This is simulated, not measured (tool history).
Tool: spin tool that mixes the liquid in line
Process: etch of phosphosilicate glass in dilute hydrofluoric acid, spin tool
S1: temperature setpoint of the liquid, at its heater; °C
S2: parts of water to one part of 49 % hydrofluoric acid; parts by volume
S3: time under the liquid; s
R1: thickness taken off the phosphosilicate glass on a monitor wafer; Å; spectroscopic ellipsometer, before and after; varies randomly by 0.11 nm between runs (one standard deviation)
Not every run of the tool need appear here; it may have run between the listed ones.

run	hour	S1	S2	S3	R1
1	0.0	24.0	230	45	189.85
2	1.0	24.0	160	45	295.51
3	8.2	24.0	245	45	176.81
4	13.6	24.0	180	45	260.20
5	20.0	24.0	180	50	288.82
6	25.5	24.0	180	45	260.58
7	27.1	22.0	200	45	212.93
8	30.8	20.5	210	45	188.65
9	33.9	19.5	215	45	176.32

Run 10 comes next. What will it give?
10	39.3	19.0	220	45	?

For run 10 the tool returned R1 165.59 Å.
